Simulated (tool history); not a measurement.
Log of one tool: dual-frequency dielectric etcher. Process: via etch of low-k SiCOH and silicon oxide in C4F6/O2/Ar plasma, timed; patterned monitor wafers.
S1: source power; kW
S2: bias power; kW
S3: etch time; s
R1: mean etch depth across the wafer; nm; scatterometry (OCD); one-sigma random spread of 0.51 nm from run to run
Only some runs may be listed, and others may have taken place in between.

run 1 hour=0 | S1=0.38 S2=0.197 S3=83.5 | R1=219.64
run 2 hour=6.3 | S1=0.38 S2=0.197 S3=83.5 | R1=219.91
run 3 hour=12.9 | S1=0.34 S2=0.189 S3=83.5 | R1=208.01
run 4 hour=17.3 | S1=0.34 S2=0.189 S3=87 | R1=216.11
run 5 hour=22 | S1=0.34 S2=0.177 S3=87 | R1=211.47
run 6 hour=29.3 | S1=0.34 S2=0.156 S3=87 | R1=200.78

Run 7 has not been measured yet. What should we expect?
run 7 hour=36.2 | S1=0.31 S2=0.155 S3=87 | R1=?

R1: 195.09 nm
